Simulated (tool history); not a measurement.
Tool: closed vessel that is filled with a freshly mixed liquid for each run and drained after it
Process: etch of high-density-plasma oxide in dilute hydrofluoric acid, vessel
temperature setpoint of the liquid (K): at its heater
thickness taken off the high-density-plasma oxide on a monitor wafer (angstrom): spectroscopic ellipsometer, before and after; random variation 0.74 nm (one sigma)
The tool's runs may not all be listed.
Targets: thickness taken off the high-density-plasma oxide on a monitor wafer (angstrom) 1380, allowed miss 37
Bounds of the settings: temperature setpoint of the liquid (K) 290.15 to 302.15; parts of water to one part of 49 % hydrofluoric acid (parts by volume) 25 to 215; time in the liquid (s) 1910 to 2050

| run | day | temperature setpoint of the liquid (K) | parts of water to one part of 49 % hydrofluoric acid (parts by volume) | time in the liquid (s) | thickness taken off the high-density-plasma oxide on a monitor wafer (angstrom) |
|---|---|---|---|---|---|
| 1 | 0 | 294.15 | 120 | 1910 | 791.61 |
| 2 | 0.212 | 292.15 | 120 | 1910 | 737.92 |
| 3 | 0.604 | 290.15 | 120 | 1910 | 671.78 |
| 4 | 0.662 | 292.65 | 115 | 1910 | 793.47 |
| 5 | 0.942 | 292.65 | 135 | 1910 | 658.62 |
| 6 | 1.254 | 290.15 | 135 | 1910 | 589.81 |
| 7 | 1.35 | 292.65 | 125 | 1910 | 715.68 |
| 8 | 1.6 | 294.65 | 120 | 1910 | 817.91 |
| 9 | 1.712 | 296.15 | 115 | 1910 | 905.53 |
| 10 | 1.917 | 297.65 | 110 | 1910 | 1006.7 |
| 11 | 2.079 | 301.65 | 90 | 1910 | 1487.7 |
| 12 | 2.246 | 301.15 | 90 | 1910 | 1454.8 |
| 13 | 2.358 | 300.65 | 90 | 1910 | 1428.3 |

4 next moves are on the table. One of them brings every result within its allowed miss. Which?
| A | 2.471 | 299.65 | 85 | 1925 | ? |
| B | 2.471 | 299.15 | 100 | 2025 | ? |
| C | 2.471 | 299.65 | 100 | 2020 | ? |
| D | 2.471 | 301.15 | 100 | 2015 | ? |

| move | thickness taken off the high-density-plasma oxide on a monitor wafer (angstrom) |
|---|---|
| A | 1472.5 |
| B | 1266.8 |
| C | 1289 |
| D | 1363.9 |
A: further off than the last run
B: takes the result that was furthest off past its target
C: takes the result that was furthest off past its target
D: meets every target
The right move is D.
